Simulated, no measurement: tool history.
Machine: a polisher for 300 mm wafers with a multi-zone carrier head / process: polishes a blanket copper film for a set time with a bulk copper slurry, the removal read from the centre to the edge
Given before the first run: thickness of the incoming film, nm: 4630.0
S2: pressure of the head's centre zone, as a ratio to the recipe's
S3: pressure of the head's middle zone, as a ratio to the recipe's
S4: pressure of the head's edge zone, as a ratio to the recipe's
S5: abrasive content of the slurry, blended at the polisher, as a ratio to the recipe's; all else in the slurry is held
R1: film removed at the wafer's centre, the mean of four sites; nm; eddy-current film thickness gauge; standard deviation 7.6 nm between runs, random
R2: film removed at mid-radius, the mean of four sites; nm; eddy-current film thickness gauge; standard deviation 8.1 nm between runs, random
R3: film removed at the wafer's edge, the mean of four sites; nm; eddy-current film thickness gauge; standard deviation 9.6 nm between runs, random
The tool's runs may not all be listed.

{"run": 1, "hour": 0.0, "flow of slurry (ml/min)": 140, "S2": 1.0, "S3": 1.0, "S4": 1.0, "S5": 1.0, "polishing time (s)": 71, "R1": 467.52, "R2": 468.93, "R3": 450.41}
{"run": 2, "hour": 4.3, "flow of slurry (ml/min)": 145, "S2": 1.01, "S3": 1.0, "S4": 1.02, "S5": 1.05, "polishing time (s)": 73, "R1": 486.8, "R2": 468.33, "R3": 469.84}
{"run": 3, "hour": 6.1, "flow of slurry (ml/min)": 150, "S2": 1.02, "S3": 1.01, "S4": 1.02, "S5": 1.1, "polishing time (s)": 76, "R1": 522.11, "R2": 511.1, "R3": 502.2}
{"run": 4, "hour": 13.1, "flow of slurry (ml/min)": 150, "S2": 1.02, "S3": 1.01, "S4": 1.02, "S5": 1.1, "polishing time (s)": 91, "R1": 634.62, "R2": 612.85, "R3": 611.5}
{"run": 5, "hour": 16.4, "flow of slurry (ml/min)": 150, "S2": 1.02, "S3": 1.01, "S4": 1.02, "S5": 1.2, "polishing time (s)": 91, "R1": 635.84, "R2": 620.38, "R3": 616.22}
{"run": 6, "hour": 21.2, "flow of slurry (ml/min)": 155, "S2": 1.03, "S3": 1.01, "S4": 1.03, "S5": 1.2, "polishing time (s)": 91, "R1": 657.07, "R2": 624.61, "R3": 615.16}

Estimate the outcome of run 7 from the log above:
{"run": 7, "hour": 29.0, "flow of slurry (ml/min)": 160, "S2": 1.03, "S3": 1.01, "S4": 1.04, "S5": 1.2, "polishing time (s)": 92, "R1": "?", "R2": "?", "R3": "?"}

{"run 7": {"R1": 667.65, "R2": 638.15, "R3": 631.35}}
